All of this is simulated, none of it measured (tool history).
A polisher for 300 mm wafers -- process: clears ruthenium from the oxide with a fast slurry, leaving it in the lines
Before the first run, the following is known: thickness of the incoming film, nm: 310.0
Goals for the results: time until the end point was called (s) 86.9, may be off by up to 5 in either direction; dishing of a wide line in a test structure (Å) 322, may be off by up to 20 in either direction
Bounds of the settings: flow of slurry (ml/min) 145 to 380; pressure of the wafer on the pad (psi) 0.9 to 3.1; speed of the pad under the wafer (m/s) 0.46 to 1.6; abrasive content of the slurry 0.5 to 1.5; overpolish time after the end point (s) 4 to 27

run	hour	flow of slurry (ml/min)	pressure of the wafer on the pad (psi)	speed of the pad under the wafer (m/s)	abrasive content of the slurry	overpolish time after the end point (s)	time until the end point was called (s)	dishing of a wide line in a test structure (Å)
1	0	245	2	1.02	1	14	105.61	333.82
2	0.6	245	1.6	1.02	1	14	130.42	275.92
3	5.9	245	1.8	1.02	1	13	114.8	286.44
4	10.6	245	1.8	1.02	0.8	13	135.66	253.9
5	11.8	245	1.8	1.02	0.7	13	152.51	236.09
6	13.8	245	2	1.02	0.7	12	138.74	238.59
# hour 17: head pressure recalibrated
7	17	245	2.2	1.02	0.7	12	135.18	231.68
8	26	250	2.8	1.3	0.75	13	82.9	392.4
9	32.3	250	2.8	1.3	0.75	12	82.413	370.6

4 candidate next runs follow, results not yet known. Just one meets every target within its allowed miss. Identify it.
A	38.6	185	2.8	1.08	0.75	13	?	?
B	38.6	175	2.8	1.24	0.8	11	?	?
C	38.6	310	2.6	1.14	0.75	15	?	?
D	38.6	215	2.7	1.1	0.75	13	?	?

move	time until the end point was called (s)	dishing of a wide line in a test structure (Å)
A	101.42	324.12
B	85.894	323.88
C	97.458	377.88
D	101.07	325.1
A: puts the biggest miss on target and leaves a different result outside tolerance
B: every result within its allowed miss
C: further off than the last run
D: puts the biggest miss on target and leaves a different result outside tolerance
So the answer is move B, the one that meets all the targets.

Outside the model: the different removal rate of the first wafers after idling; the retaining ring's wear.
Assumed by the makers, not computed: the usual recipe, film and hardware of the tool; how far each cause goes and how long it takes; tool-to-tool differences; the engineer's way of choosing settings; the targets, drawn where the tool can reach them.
